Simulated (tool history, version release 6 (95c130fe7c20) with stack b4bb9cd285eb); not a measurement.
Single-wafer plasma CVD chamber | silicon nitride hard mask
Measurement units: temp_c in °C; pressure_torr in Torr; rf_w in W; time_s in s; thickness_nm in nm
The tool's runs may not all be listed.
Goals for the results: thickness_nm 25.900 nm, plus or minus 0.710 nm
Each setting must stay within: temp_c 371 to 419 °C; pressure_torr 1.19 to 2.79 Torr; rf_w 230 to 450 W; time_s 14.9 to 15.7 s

| run | hour | temp_c | pressure_torr | rf_w | time_s | thickness_nm |
|---|---|---|---|---|---|---|
| 1 | 0.0 | 395 | 1.99 | 340 | 15.7 | 22.824 |
| 2 | 6.9 | 395 | 1.99 | 290 | 15.7 | 20.304 |
| 3 | 10.0 | 395 | 1.99 | 315 | 15.7 | 21.511 |
| 4 | 14.9 | 395 | 1.99 | 315 | 14.9 | 20.565 |
| 5 | 16.4 | 395 | 2.12 | 335 | 15.0 | 21.889 |
| 6 | 17.2 | 395 | 2.19 | 355 | 15.1 | 23.050 |
| 7 | 21.9 | 395 | 2.19 | 355 | 15.1 | 23.045 |
|  | 24.9 | thermocouple changed; heater temperature recalibrated |
| 8 | 24.9 | 395 | 2.23 | 370 | 15.2 | 23.870 |
| 9 | 26.5 | 395 | 2.27 | 380 | 15.3 | 24.720 |
| 10 | 32.1 | 395 | 2.31 | 385 | 15.3 | 24.945 |
| 11 | 38.6 | 395 | 2.34 | 390 | 15.3 | 25.181 |

5 candidate next runs follow, results not yet known. Just one meets every target within its allowed miss. Identify it.
| A | 45.1 | 393 | 2.19 | 395 | 14.9 | ? |
| B | 45.1 | 393 | 2.27 | 400 | 14.9 | ? |
| C | 45.1 | 398 | 2.43 | 385 | 14.9 | ? |
| D | 45.1 | 388 | 2.26 | 365 | 15.5 | ? |
| E | 45.1 | 391 | 2.39 | 390 | 15.7 | ? |

| move | thickness_nm |
|---|---|
| A | 24.475 |
| B | 24.837 |
| C | 24.522 |
| D | 24.361 |
| E | 26.037 |
A: further off than the last run
B: further off than the last run
C: further off than the last run
D: further off than the last run
E: every result within its allowed miss
The right move is E.
